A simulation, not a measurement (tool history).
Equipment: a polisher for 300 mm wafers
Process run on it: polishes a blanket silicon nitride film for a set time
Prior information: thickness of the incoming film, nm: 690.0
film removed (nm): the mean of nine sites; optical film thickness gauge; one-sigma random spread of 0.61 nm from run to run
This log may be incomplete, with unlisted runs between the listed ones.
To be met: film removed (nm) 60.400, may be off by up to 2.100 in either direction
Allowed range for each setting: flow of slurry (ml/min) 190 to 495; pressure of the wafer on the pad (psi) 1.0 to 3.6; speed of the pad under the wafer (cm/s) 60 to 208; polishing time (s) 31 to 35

run	hour	flow of slurry (ml/min)	pressure of the wafer on the pad (psi)	speed of the pad under the wafer (cm/s)	polishing time (s)	film removed (nm)
1	0.0	320	2.3	134	35	43.812
2	2.3	320	1.9	134	35	36.075
3	6.5	320	1.4	134	35	27.006
4	13.6	320	1.6	134	35	30.737
5	22.4	320	1.6	134	35	30.713
6	25.4	320	1.6	134	31	27.526
7	33.7	320	1.8	134	31	30.222
8	37.9	320	2.0	134	31	34.201
9	39.5	320	2.2	134	31	36.451
10	46.8	320	2.4	134	31	40.469
11	54.1	320	2.5	134	31	42.183
12	57.4	320	2.6	134	31	44.028
13	62.7	320	2.7	134	31	44.313
14	65.9	320	2.8	134	31	46.673
15	74.7	320	2.9	134	31	48.347
16	75.5	320	3.0	134	31	50.582
17	81.3	320	3.1	134	31	52.168
18	85.5	320	3.2	134	31	52.827
19	88.5	320	3.2	134	31	52.909

Exactly one of the 5 candidate moves below puts every result within its allowed miss. Which one?
A	91.5	335	2.9	134	31	?
B	91.5	450	2.9	124	31	?
C	91.5	355	3.6	132	32	?
D	91.5	350	3.4	108	32	?
E	91.5	450	3.0	110	31	?

move	film removed (nm)
A	48.923
B	46.795
C	61.883
D	49.789
E	43.949
A: moves away from the targets compared with the last run
B: moves away from the targets compared with the last run
C: each result inside its tolerance
D: moves away from the targets compared with the last run
E: moves away from the targets compared with the last run
Move C is the one to make.
